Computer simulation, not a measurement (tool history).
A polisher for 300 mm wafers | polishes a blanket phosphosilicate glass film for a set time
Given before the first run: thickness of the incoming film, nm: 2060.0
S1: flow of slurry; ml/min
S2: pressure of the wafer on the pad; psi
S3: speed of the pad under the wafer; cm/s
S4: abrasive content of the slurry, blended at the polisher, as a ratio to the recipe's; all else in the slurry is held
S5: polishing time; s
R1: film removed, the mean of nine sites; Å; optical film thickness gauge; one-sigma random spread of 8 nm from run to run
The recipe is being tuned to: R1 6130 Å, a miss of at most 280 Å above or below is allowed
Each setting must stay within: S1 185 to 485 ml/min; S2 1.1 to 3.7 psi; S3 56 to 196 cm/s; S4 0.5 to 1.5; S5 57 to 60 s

run,hour,S1,S2,S3,S4,S5,R1
1,0,310,2.4,126,1,57,4124
2,5.2,310,2.5,126,1,57,4305.7
3,9.5,310,2.6,126,1,57,4503.4
4,15.3,255,2.6,126,1,57,4431.9
5,19.8,255,2.6,102,1,57,3887.3
6,27,255,2.8,104,1,57,4237
7,34.8,255,2.9,104,1,57,4407.2
8,41.5,255,3,104,1,57,4531.5
9,45.5,255,3.1,106,1,57,4717.1
10,50.2,255,3.2,108,1,57,4956.7
11,51.3,255,3.3,110,1,57,5239.4
12,59.8,255,3.7,112,1,57,5929.4

Next run, 5 choices. One meets every target within its allowed miss, the rest don't. Which?
A,68.3,305,3.5,100,1.15,57,?
B,68.3,290,3.5,96,1.1,57,?
C,68.3,250,3.7,98,1.1,60,?
D,68.3,280,3.7,100,0.95,59,?
E,68.3,270,3.7,106,0.9,59,?

move,R1
A,5788.5
B,5508.7
C,6082.6
D,5609.8
E,5552.8
A: the biggest miss grows against the last run
B: the biggest miss grows against the last run
C: every result lands within tolerance
D: the biggest miss grows against the last run
E: the biggest miss grows against the last run
C meets every target.
